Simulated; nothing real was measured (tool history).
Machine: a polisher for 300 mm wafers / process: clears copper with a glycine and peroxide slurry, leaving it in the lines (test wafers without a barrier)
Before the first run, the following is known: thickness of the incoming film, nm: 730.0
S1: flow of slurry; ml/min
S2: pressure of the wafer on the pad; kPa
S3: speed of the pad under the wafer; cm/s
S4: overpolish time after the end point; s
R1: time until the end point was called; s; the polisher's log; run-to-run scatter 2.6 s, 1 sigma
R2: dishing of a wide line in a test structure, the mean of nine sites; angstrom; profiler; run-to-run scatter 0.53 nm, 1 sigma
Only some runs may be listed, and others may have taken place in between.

run	hour	S1	S2	S3	S4	R1	R2
1	0.0	240	15.9	120	15	135.80	254.52
2	4.6	240	19.3	120	15	120.22	254.42
3	8.5	220	19.3	120	15	118.84	280.95
4	11.2	230	15.2	112	15	143.06	247.62
5	18.7	230	15.2	112	10	143.64	216.83
6	25.9	230	17.2	112	10	135.41	226.58

Predict the results of run 7:
# hour 33.8: head pressure recalibrated
7	33.8	225	14.5	102	11	?	?

{"run 7": {"R1": 171.58, "R2": 209.57}}
